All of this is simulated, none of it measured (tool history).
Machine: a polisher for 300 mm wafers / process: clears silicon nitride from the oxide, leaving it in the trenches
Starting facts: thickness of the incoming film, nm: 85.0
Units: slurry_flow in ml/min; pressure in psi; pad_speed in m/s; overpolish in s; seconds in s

run 1 hour=0 | slurry_flow=225 pressure=2 pad_speed=0.94 overpolish=9 | seconds=128.32
run 2 hour=1.4 | slurry_flow=225 pressure=2 pad_speed=1.04 overpolish=9 | seconds=114.97
run 3 hour=3.9 | slurry_flow=225 pressure=1.8 pad_speed=1.04 overpolish=9 | seconds=128.11
run 4 hour=5.5 | slurry_flow=225 pressure=1.6 pad_speed=1.04 overpolish=9 | seconds=141.42
run 5 hour=14.2 | slurry_flow=225 pressure=1.5 pad_speed=1.04 overpolish=9 | seconds=151.62
run 6 hour=21.3 | slurry_flow=225 pressure=1.5 pad_speed=1.04 overpolish=7 | seconds=150.61
run 7 hour=29.3 | slurry_flow=225 pressure=1.4 pad_speed=1.04 overpolish=7 | seconds=161.96

Run 8 comes next. What will it give?
run 8 hour=34.9 | slurry_flow=220 pressure=1 pad_speed=1.04 overpolish=7 | seconds=?

{"run 8": {"seconds": 225.28}}
